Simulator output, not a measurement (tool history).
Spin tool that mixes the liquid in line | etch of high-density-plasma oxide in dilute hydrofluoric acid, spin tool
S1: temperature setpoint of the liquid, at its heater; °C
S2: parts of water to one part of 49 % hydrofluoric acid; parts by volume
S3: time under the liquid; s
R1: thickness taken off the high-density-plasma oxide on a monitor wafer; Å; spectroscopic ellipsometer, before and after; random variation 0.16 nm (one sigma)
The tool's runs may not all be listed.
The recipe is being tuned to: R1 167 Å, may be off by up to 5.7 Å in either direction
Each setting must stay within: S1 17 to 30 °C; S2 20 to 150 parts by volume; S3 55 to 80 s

run 1 hour=0 | S1=22 S2=85 S3=80 | R1=56.315
run 2 hour=7.1 | S1=19.5 S2=85 S3=80 | R1=50.156
run 3 hour=14.7 | S1=20.5 S2=80 S3=80 | R1=55.879
run 4 hour=16.9 | S1=21.5 S2=75 S3=80 | R1=62.833
run 5 hour=20.1 | S1=21.5 S2=75 S3=55 | R1=43.854
run 6 hour=27.7 | S1=19.5 S2=75 S3=55 | R1=39.718
run 7 hour=33.6 | S1=21 S2=70 S3=60 | R1=49.731
run 8 hour=39.2 | S1=22 S2=65 S3=60 | R1=55.917
run 9 hour=40 | S1=23 S2=60 S3=60 | R1=63.716
run 10 hour=49 | S1=27 S2=30 S3=80 | R1=207.56
run 11 hour=49.8 | S1=26.5 S2=30 S3=80 | R1=204.7
run 12 hour=54.3 | S1=26 S2=30 S3=80 | R1=199.41
run 13 hour=61.8 | S1=25.5 S2=30 S3=80 | R1=198.52
run 14 hour=67.3 | S1=25 S2=30 S3=80 | R1=192.94
run 15 hour=73.2 | S1=24.5 S2=30 S3=80 | R1=187.72
run 16 hour=80.9 | S1=24 S2=30 S3=80 | R1=180.59
run 17 hour=83.8 | S1=23 S2=30 S3=80 | R1=175.89
run 18 hour=90.3 | S1=22.5 S2=30 S3=80 | R1=174.55

Below are 5 possible settings for the next run. Only one of them brings all results inside the allowed miss of their targets. Which is it?
run A hour=96.8 | S1=24 S2=25 S3=60 | R1=?
run B hour=96.8 | S1=23 S2=25 S3=70 | R1=?
run C hour=96.8 | S1=21 S2=25 S3=75 | R1=?
run D hour=96.8 | S1=21.5 S2=25 S3=70 | R1=?
run E hour=96.8 | S1=22.5 S2=25 S3=70 | R1=?

move=A R1=167.11
move=B R1=186.91
move=C R1=183.89
move=D R1=175.35
move=E R1=182.99
A: meets every target
B: further off than the last run
C: further off than the last run
D: further off than the last run
E: further off than the last run
So the answer is move A, the one that meets all the targets.
